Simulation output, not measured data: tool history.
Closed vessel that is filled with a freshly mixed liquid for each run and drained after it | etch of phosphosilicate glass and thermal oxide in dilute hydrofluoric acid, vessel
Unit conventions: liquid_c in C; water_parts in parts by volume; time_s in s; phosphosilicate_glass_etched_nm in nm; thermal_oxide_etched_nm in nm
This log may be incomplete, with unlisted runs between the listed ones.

| run | day | liquid_c | water_parts | time_s | phosphosilicate_glass_etched_nm | thermal_oxide_etched_nm |
|---|---|---|---|---|---|---|
| 1 | 0.000 | 24.0 | 125 | 60 | 48.688 | 2.2329 |
| 2 | 0.104 | 25.5 | 125 | 60 | 50.574 | 2.3806 |
| 3 | 0.350 | 22.5 | 125 | 60 | 45.930 | 2.1001 |
| 4 | 0.438 | 21.5 | 125 | 60 | 43.489 | 2.0047 |
| 5 | 0.517 | 23.5 | 125 | 60 | 47.325 | 2.1921 |
| 6 | 0.675 | 24.5 | 125 | 60 | 49.446 | 2.2514 |
| 7 | 0.771 | 25.5 | 125 | 60 | 51.573 | 2.3893 |
| 8 | 0.892 | 26.5 | 125 | 60 | 53.545 | 2.5055 |
| 9 | 1.029 | 27.0 | 125 | 60 | 54.785 | 2.5277 |

What does the tool deliver on the next run?
| 10 | 1.329 | 27.5 | 125 | 60 | ? | ? |

Run 10 measured phosphosilicate_glass_etched_nm 55.805 nm, thermal_oxide_etched_nm 2.5452 nm.
